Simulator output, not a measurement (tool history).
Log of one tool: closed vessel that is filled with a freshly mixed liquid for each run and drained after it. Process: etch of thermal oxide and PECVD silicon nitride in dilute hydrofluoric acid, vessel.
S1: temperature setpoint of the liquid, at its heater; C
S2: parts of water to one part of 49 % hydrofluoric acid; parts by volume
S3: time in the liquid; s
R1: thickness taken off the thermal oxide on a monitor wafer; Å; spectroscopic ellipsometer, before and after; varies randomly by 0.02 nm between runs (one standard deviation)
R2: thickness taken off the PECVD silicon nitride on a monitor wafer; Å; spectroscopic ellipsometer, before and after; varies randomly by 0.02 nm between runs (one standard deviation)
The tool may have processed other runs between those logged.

Run 1, hour 0: S1 23 C, S2 55 parts by volume, S3 60 s. Result: R1 50.474 Å, R2 59.504 Å.
Run 2, hour 5.2: S1 21.5 C, S2 55 parts by volume, S3 60 s. Result: R1 47.976 Å, R2 53.234 Å.
Run 3, hour 8.6: S1 21.5 C, S2 70 parts by volume, S3 60 s. Result: R1 36.864 Å, R2 41.539 Å.
Run 4, hour 10.9: S1 22.5 C, S2 80 parts by volume, S3 60 s. Result: R1 33.135 Å, R2 39.972 Å.
Run 5, hour 17.1: S1 20 C, S2 80 parts by volume, S3 60 s. Result: R1 30.086 Å, R2 33.029 Å.
Run 6, hour 26: S1 20 C, S2 80 parts by volume, S3 40 s. Result: R1 20.07 Å, R2 22.296 Å.
Run 7, hour 34.1: S1 21 C, S2 80 parts by volume, S3 40 s. Result: R1 20.9 Å, R2 23.601 Å.
Run 8, hour 39.6: S1 22 C, S2 80 parts by volume, S3 40 s. Result: R1 21.58 Å, R2 25.377 Å.
Run 9, hour 48.8: S1 22.5 C, S2 80 parts by volume, S3 40 s. Result: R1 21.965 Å, R2 26.356 Å.

Forecast run 10:
Run 10, hour 52.3: S1 22.5 C, S2 80 parts by volume, S3 40 s. Result: R1 ?, R2 ?.

{"run 10": {"R1": 22.209, "R2": 26.487}}

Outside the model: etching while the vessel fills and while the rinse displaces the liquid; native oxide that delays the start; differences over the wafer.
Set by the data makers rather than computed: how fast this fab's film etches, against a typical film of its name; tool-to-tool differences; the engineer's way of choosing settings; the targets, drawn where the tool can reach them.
